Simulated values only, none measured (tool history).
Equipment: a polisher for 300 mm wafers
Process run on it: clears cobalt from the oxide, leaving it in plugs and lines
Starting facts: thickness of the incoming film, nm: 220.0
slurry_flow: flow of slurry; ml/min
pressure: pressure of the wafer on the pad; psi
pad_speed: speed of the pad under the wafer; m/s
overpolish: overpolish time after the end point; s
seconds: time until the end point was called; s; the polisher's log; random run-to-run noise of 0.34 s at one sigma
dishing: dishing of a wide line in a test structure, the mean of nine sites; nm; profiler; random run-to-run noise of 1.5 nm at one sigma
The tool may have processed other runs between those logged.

Run 1, hour 0.0: slurry_flow 130 ml/min, pressure 2.0 psi, pad_speed 0.90 m/s, overpolish 24 s. Result: seconds 45.220 s, dishing 65.781 nm.
Run 2, hour 3.6: slurry_flow 130 ml/min, pressure 2.0 psi, pad_speed 0.90 m/s, overpolish 29 s. Result: seconds 44.824 s, dishing 72.745 nm.
Run 3, hour 4.7: slurry_flow 100 ml/min, pressure 2.0 psi, pad_speed 0.90 m/s, overpolish 29 s. Result: seconds 47.066 s, dishing 73.689 nm.
Run 4, hour 9.6: slurry_flow 105 ml/min, pressure 2.1 psi, pad_speed 0.90 m/s, overpolish 29 s. Result: seconds 44.668 s, dishing 73.636 nm.
Run 5, hour 12.7: slurry_flow 105 ml/min, pressure 2.1 psi, pad_speed 0.90 m/s, overpolish 39 s. Result: seconds 44.132 s, dishing 81.380 nm.
Run 6, hour 20.7: slurry_flow 110 ml/min, pressure 2.2 psi, pad_speed 0.90 m/s, overpolish 38 s. Result: seconds 42.717 s, dishing 81.700 nm.
Run 7, hour 24.8: slurry_flow 115 ml/min, pressure 2.3 psi, pad_speed 0.90 m/s, overpolish 37 s. Result: seconds 41.343 s, dishing 79.495 nm.
Run 8, hour 31.1: slurry_flow 115 ml/min, pressure 2.4 psi, pad_speed 0.90 m/s, overpolish 38 s. Result: seconds 40.157 s, dishing 80.578 nm.
Run 9, hour 33.5: slurry_flow 115 ml/min, pressure 2.5 psi, pad_speed 0.90 m/s, overpolish 39 s. Result: seconds 38.447 s, dishing 79.639 nm.
Run 10, hour 37.0: slurry_flow 115 ml/min, pressure 2.5 psi, pad_speed 0.90 m/s, overpolish 39 s. Result: seconds 38.962 s, dishing 84.433 nm.

Estimate the outcome of run 11 from the log above:
Run 11, hour 40.8: slurry_flow 145 ml/min, pressure 2.9 psi, pad_speed 0.90 m/s, overpolish 34 s. Result: seconds ?, dishing ?.

seconds: 33.678 s
dishing: 81.947 nm

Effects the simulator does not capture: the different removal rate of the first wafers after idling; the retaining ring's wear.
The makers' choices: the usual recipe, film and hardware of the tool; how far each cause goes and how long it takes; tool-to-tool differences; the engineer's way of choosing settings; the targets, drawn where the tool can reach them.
